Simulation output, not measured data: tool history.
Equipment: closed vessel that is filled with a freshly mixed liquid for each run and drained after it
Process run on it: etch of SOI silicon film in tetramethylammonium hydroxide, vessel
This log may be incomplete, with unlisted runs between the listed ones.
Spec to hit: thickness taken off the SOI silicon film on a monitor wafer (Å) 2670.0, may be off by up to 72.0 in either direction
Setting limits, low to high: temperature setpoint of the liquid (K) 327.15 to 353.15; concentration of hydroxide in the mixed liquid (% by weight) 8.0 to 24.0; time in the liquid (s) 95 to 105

run	hour	temperature setpoint of the liquid (K)	concentration of hydroxide in the mixed liquid (% by weight)	time in the liquid (s)	thickness taken off the SOI silicon film on a monitor wafer (Å)
1	0.0	340.15	16.0	95	5064.3
2	1.5	340.15	16.0	95	4967.0
3	9.6	340.15	16.0	95	5071.6
4	11.3	340.15	14.5	95	5198.4
5	17.3	337.15	14.5	95	4386.0
6	25.6	332.65	14.5	95	3248.8
7	32.0	331.65	14.5	95	3102.1
8	36.0	331.15	14.5	95	3023.4
9	38.0	330.65	14.5	95	2933.3

Consider the 5 candidate settings below. Which is the only one whose results all fall within their allowed miss of target?
A	40.0	328.65	13.0	100	?
B	40.0	327.15	9.5	95	?
C	40.0	329.65	14.0	95	?
D	40.0	328.65	11.5	95	?
E	40.0	328.65	14.5	100	?

move	thickness taken off the SOI silicon film on a monitor wafer (Å)
A	2853.9
B	2776.1
C	2789.9
D	2853.7
E	2704.0
A: gains on the last run, yet a result remains outside its allowed miss
B: gains on the last run, yet a result remains outside its allowed miss
C: gains on the last run, yet a result remains outside its allowed miss
D: gains on the last run, yet a result remains outside its allowed miss
E: meets every target
The right move is E.
